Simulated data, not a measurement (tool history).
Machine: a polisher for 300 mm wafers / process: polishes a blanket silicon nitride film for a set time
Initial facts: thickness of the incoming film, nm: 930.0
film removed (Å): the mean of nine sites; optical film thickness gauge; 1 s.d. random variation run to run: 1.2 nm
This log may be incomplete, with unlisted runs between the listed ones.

run,hour,flow of slurry (ml/min),pressure of the wafer on the pad (kPa),speed of the pad under the wafer (cm/s),polishing time (s),film removed (Å)
1,0.0,220,32.4,132,31,801.07
2,5.1,220,33.1,132,31,816.31
3,13.2,220,33.8,132,31,829.68
4,18.2,220,34.5,132,31,820.60
5,21.1,220,34.5,132,27,741.01
6,28.9,220,34.5,132,27,719.56

Forecast run 7:
7,32.5,220,35.9,134,27,?

film removed (Å): 755.92

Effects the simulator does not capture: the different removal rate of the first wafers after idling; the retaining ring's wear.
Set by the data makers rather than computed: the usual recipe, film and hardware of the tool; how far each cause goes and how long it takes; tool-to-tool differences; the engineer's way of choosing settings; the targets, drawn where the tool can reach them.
